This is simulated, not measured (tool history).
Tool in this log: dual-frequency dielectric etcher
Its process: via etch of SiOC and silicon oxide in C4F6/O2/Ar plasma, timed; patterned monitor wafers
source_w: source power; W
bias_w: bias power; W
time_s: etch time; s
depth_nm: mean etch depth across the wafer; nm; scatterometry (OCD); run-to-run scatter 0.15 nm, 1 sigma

Run 1, hour 0.0: source_w 350 W, bias_w 171 W, time_s 57.0 s. Result: depth_nm 64.795 nm.
Run 2, hour 7.9: source_w 380 W, bias_w 171 W, time_s 57.0 s. Result: depth_nm 67.182 nm.
Run 3, hour 11.0: source_w 380 W, bias_w 171 W, time_s 52.5 s. Result: depth_nm 61.664 nm.
Run 4, hour 18.9: source_w 380 W, bias_w 195 W, time_s 52.5 s. Result: depth_nm 65.238 nm.
At hour 23.0: bias power generator calibrated.
Run 5, hour 23.0: source_w 380 W, bias_w 195 W, time_s 52.5 s. Result: depth_nm 66.268 nm.
Run 6, hour 26.6: source_w 320 W, bias_w 195 W, time_s 52.5 s. Result: depth_nm 61.512 nm.
Run 7, hour 27.6: source_w 290 W, bias_w 186 W, time_s 52.5 s. Result: depth_nm 57.666 nm.

Run 8 comes next. What will it give?
Run 8, hour 29.2: source_w 270 W, bias_w 183 W, time_s 52.5 s. Result: depth_nm ?.

depth_nm: 55.339 nm

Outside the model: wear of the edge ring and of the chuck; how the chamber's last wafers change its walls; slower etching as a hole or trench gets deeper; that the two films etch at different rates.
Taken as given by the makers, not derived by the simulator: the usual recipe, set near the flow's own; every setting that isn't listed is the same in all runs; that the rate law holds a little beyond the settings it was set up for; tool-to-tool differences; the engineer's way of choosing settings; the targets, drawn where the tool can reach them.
